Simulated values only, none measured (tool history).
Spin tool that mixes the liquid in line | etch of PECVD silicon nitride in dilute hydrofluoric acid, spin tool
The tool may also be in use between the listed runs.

run  hour  temperature setpoint of the liquid (C)  parts of water to one part of 49 % hydrofluoric acid (parts by volume)  time under the liquid (s)  thickness taken off the PECVD silicon nitride on a monitor wafer (nm)
  1     0                                      21                                                                      80                        165                                                                 9.5133
  2   1.2                                      21                                                                      60                        165                                                                  12.73
  3   2.2                                      22                                                                      60                        165                                                                 13.675
  4  10.6                                    22.5                                                                      60                        165                                                                 14.208
  5  12.4                                    22.5                                                                      60                        165                                                                 14.084
  6    14                                      23                                                                      60                        165                                                                 14.467

Forecast run 7:
  7  14.8                                      23                                                                      60                        165                                                                      ?

Run 7 gave thickness taken off the PECVD silicon nitride on a monitor wafer (nm) 14.639.
